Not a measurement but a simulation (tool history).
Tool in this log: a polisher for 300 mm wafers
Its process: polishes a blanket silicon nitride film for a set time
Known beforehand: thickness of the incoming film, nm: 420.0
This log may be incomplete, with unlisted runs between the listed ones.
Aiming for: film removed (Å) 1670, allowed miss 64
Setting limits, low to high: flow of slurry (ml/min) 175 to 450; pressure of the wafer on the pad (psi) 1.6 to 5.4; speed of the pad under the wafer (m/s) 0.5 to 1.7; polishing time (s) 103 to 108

run	hour	flow of slurry (ml/min)	pressure of the wafer on the pad (psi)	speed of the pad under the wafer (m/s)	polishing time (s)	film removed (Å)
1	0	290	3.5	1.1	103	2146.7
2	7.4	290	3.2	1.1	103	1919.9
3	15.7	290	3.2	1.28	103	2175.8
4	22.8	340	3.2	1.28	103	2220.2
5	31.6	340	2.9	1.28	103	2027.7
6	34.9	340	2.7	1.28	103	1942.3
7	41.4	340	2.1	1.26	103	1475.7
8	47.3	345	2.2	1.26	103	1507.2
9	52.6	345	2.6	1.26	103	1798.5

Pick the move, out of 5, that brings all results within their allowed miss; only one does.
A	57.9	245	3.3	1.04	103	?
B	57.9	330	2.1	1.42	108	?
C	57.9	360	2.9	1.26	103	?
D	57.9	395	3.1	1.1	108	?
E	57.9	340	2.8	1.26	103	?

move	film removed (Å)
A	1905.8
B	1693.8
C	2008.6
D	2038.3
E	1935.2
A: moves away from the targets compared with the last run
B: each result inside its tolerance
C: moves away from the targets compared with the last run
D: moves away from the targets compared with the last run
E: moves away from the targets compared with the last run
Go with B: it meets all targets.
